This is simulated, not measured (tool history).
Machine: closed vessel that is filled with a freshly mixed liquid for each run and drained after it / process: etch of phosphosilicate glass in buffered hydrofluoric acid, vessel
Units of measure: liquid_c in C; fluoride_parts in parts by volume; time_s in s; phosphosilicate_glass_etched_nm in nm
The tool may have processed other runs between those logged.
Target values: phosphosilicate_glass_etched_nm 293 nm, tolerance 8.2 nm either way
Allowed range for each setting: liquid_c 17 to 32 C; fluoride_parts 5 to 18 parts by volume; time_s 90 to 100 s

run  hour  liquid_c  fluoride_parts  time_s  phosphosilicate_glass_etched_nm
  1     0        25              11      90                           381.83
  2   3.5      23.5              11      90                           354.44
  3     9      22.5              11      90                           336.93
  4  11.9      21.5              11      90                           317.88
     19.9  -- thermometer replaced
  5  19.9      21.5              14      90                           218.44
  6  28.8      21.5              17      90                           178.88
  7  33.9      23.5              17      90                           202.21
  8  40.2        25              17      90                           219.08
  9  44.1      26.5              17      90                           236.97
 10  49.1      27.5              17      90                           248.98
 11  55.9      28.5              17      90                           264.02
 12  64.6        29              17      90                           271.74

Pick the move, out of 5, that brings all results within their allowed miss; only one does.
  A  73.3        32              17      90                                ?
  B  73.3        23              16     100                                ?
  C  73.3        31              16      90                                ?
  D  73.3      29.5              17      95                                ?
  E  73.3        30              18      90                                ?

move  phosphosilicate_glass_etched_nm
   A                           315.73
   B                           230.11
   C                           318.04
   D                           292.34
   E                           268.83
A: pushes the last run's worst result past its target
B: its largest miss is bigger than the last run's
C: pushes the last run's worst result past its target
D: all results in spec
E: its largest miss is bigger than the last run's
Answer: D
